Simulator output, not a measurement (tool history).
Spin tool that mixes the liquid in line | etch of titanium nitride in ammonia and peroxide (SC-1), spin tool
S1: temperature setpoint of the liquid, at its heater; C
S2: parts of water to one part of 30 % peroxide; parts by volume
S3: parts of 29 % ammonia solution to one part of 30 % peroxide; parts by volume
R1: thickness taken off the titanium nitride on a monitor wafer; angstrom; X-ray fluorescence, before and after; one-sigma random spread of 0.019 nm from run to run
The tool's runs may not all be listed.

run 1 hour=0.0 | S1=62.0 S2=22.0 S3=0.95 time_under_the_liquid_(s)=15 | R1=26.209
run 2 hour=7.4 | S1=61.0 S2=22.0 S3=0.95 time_under_the_liquid_(s)=15 | R1=24.400
run 3 hour=12.6 | S1=61.0 S2=22.0 S3=0.95 time_under_the_liquid_(s)=15 | R1=24.215
run 4 hour=17.5 | S1=61.0 S2=22.0 S3=1.15 time_under_the_liquid_(s)=15 | R1=25.602
run 5 hour=18.4 | S1=55.5 S2=22.0 S3=1.15 time_under_the_liquid_(s)=15 | R1=17.566
-- hour=22.8 ammonia flow meter replaced
run 6 hour=22.8 | S1=56.5 S2=22.0 S3=1.15 time_under_the_liquid_(s)=15 | R1=19.208
run 7 hour=26.3 | S1=56.5 S2=22.0 S3=1.15 time_under_the_liquid_(s)=15 | R1=18.996

Run 8 has not been measured yet. What should we expect?
run 8 hour=33.8 | S1=57.0 S2=22.0 S3=1.15 time_under_the_liquid_(s)=15 | R1=?

{"run 8": {"R1": 19.802}}
